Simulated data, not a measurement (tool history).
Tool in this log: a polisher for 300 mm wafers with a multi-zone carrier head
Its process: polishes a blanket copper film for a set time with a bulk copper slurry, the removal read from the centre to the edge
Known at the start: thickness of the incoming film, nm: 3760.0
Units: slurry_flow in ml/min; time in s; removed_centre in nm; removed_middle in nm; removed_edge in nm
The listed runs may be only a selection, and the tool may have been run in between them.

run	hour	slurry_flow	centre_zone	middle_zone	edge_zone	slurry_solids	time	removed_centre	removed_middle	removed_edge
1	0.0	265	1.00	1.00	1.00	1.00	84	714.39	727.82	739.74
2	8.7	310	1.00	1.00	1.00	1.00	84	725.43	744.30	723.57
3	12.9	265	1.00	1.00	1.00	1.00	84	706.91	721.87	739.21
4	19.6	250	1.06	1.02	1.04	1.15	86	790.66	771.30	772.20
5	25.2	220	1.06	1.02	1.04	1.15	86	772.46	778.04	762.59
6	26.6	220	1.06	0.96	1.04	1.15	86	784.96	728.55	777.19
7	27.3	210	1.08	0.96	1.08	1.25	90	839.42	777.51	837.60

Expected results for the next run?
8	31.0	235	1.10	0.97	1.11	1.35	91	?	?	?

{"run 8": {"removed_centre": 886.1, "removed_middle": 813.73, "removed_edge": 887.68}}
